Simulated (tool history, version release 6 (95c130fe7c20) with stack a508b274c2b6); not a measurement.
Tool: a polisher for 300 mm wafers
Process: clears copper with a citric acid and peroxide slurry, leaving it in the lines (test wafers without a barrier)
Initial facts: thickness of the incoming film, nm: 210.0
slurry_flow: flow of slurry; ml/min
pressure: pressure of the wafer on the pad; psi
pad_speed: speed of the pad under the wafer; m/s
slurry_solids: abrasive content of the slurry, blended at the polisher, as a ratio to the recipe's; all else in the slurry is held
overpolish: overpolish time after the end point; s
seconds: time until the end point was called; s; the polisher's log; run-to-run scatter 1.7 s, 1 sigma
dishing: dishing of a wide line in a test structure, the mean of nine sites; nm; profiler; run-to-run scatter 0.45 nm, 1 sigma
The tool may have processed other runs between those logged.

run,day,slurry_flow,pressure,pad_speed,slurry_solids,overpolish,seconds,dishing
1,0.000,135,3.8,1.06,1.0,25,87.737,34.312
2,0.079,135,3.8,1.06,1.0,16,85.276,24.825
3,0.171,135,4.7,1.06,1.0,16,70.096,28.410
4,0.538,150,4.7,1.06,1.0,16,71.890,28.577
5,0.858,150,4.0,1.04,1.0,20,84.485,30.052
6,0.912,150,3.5,1.02,1.0,22,94.557,29.191
7,1.246,150,3.1,1.00,1.0,24,104.930,27.572
8,1.275,150,2.9,0.98,1.0,26,115.680,27.215

Predict the results of run 9:
9,1.354,150,2.8,0.98,1.0,28,?,?

Run 9 came out at seconds 117.210 s, dishing 28.521 nm.

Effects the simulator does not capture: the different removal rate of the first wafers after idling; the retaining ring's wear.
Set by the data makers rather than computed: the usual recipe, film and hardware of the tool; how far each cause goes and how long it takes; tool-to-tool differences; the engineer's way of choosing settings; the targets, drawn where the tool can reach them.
